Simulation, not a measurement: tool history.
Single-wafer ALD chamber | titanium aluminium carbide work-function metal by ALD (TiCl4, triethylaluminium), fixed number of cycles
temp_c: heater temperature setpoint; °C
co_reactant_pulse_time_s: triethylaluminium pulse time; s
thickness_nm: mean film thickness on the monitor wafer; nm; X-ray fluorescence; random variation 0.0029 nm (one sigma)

run	day	temp_c	co_reactant_pulse_time_s	thickness_nm
1	0.000	280	9.59	1.61640
2	0.179	276	8.60	1.54970
3	0.283	285	8.60	1.62970
4	0.433	280	7.77	1.52130
5	0.746	276	7.07	1.42930
6	1.071	287	7.07	1.50680
7	1.208	287	7.07	1.51010
8	1.479	282	6.48	1.38680
9	1.808	278	6.04	1.28170
10	1.979	275	5.93	1.24150
11	2.062	272	5.87	1.20600
12	2.350	272	5.87	1.21550
13	2.662	269	5.79	1.16840
14	2.950	267	5.76	1.14880
15	3.246	265	5.72	1.13110
16	3.454	264	5.66	1.10490
17	3.808	256	3.45	0.18015
18	3.996	264	3.45	0.18909

Run 19 comes next. What will it give?
19	4.208	263	3.84	?

{"run 19": {"thickness_nm": 0.43508}}

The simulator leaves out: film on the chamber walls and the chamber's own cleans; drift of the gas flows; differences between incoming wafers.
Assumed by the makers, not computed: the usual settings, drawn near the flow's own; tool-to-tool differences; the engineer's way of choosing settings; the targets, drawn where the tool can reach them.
